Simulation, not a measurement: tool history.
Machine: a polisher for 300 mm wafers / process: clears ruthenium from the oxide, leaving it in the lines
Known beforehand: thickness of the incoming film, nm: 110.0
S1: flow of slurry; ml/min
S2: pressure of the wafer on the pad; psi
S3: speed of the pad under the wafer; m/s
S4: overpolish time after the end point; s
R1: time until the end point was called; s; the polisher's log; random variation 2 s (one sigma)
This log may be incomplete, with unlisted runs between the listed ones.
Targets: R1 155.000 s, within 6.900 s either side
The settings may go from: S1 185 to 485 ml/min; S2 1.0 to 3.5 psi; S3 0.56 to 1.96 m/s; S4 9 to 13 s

run 1 hour=0.0 | S1=310 S2=2.2 S3=1.26 S4=13 | R1=79.653
run 2 hour=2.6 | S1=310 S2=1.9 S3=1.22 S4=13 | R1=95.863
run 3 hour=9.7 | S1=235 S2=1.9 S3=1.22 S4=13 | R1=97.373
run 4 hour=16.3 | S1=235 S2=2.3 S3=1.22 S4=13 | R1=81.490
run 5 hour=18.5 | S1=235 S2=2.0 S3=1.20 S4=13 | R1=92.899
run 6 hour=22.0 | S1=185 S2=2.0 S3=1.20 S4=13 | R1=97.499
run 7 hour=26.6 | S1=185 S2=1.8 S3=1.18 S4=13 | R1=108.180
run 8 hour=31.9 | S1=185 S2=1.6 S3=1.18 S4=13 | R1=121.460

Which single option among these 4 for the next run brings every result within its allowed miss of target? Just one does.
run A hour=37.2 | S1=185 S2=1.5 S3=1.10 S4=13 | R1=?
run B hour=37.2 | S1=185 S2=2.0 S3=1.24 S4=13 | R1=?
run C hour=37.2 | S1=220 S2=1.1 S3=1.46 S4=9 | R1=?
run D hour=37.2 | S1=185 S2=1.3 S3=1.08 S4=12 | R1=?

move=A R1=132.780
move=B R1=93.577
move=C R1=136.240
move=D R1=152.710
A: moves toward the targets from the last run without getting all of them in spec
B: the biggest miss grows against the last run
C: moves toward the targets from the last run without getting all of them in spec
D: meets every target
So the answer is move D, the one that meets all the targets.

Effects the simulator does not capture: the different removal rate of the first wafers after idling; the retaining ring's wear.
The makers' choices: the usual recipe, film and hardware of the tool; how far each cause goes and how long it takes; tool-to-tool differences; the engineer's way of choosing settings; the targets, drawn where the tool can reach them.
